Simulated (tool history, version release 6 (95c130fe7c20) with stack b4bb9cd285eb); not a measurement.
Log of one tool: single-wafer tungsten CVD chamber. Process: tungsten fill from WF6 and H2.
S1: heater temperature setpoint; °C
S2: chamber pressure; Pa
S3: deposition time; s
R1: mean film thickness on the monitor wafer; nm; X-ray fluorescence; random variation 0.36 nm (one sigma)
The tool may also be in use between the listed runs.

run 1 hour=0 | S1=390 S2=5413 S3=29 | R1=79.309
run 2 hour=3.8 | S1=390 S2=6373 S3=29 | R1=85.343
run 3 hour=4.8 | S1=390 S2=6373 S3=29.9 | R1=87.235
run 4 hour=7.4 | S1=390 S2=6373 S3=29.9 | R1=87.103
run 5 hour=15.1 | S1=393 S2=6386 S3=29.9 | R1=93.388
run 6 hour=19.2 | S1=395 S2=6399 S3=29.9 | R1=97.372
run 7 hour=20.8 | S1=397 S2=6399 S3=29.9 | R1=102.12
run 8 hour=25.2 | S1=398 S2=6399 S3=29.9 | R1=104.52
run 9 hour=28.4 | S1=398 S2=6399 S3=29.9 | R1=104.97
run 10 hour=29.2 | S1=399 S2=6399 S3=29.9 | R1=106.3

Forecast run 11:
run 11 hour=37 | S1=400 S2=6399 S3=29.9 | R1=?

R1: 108.71 nm

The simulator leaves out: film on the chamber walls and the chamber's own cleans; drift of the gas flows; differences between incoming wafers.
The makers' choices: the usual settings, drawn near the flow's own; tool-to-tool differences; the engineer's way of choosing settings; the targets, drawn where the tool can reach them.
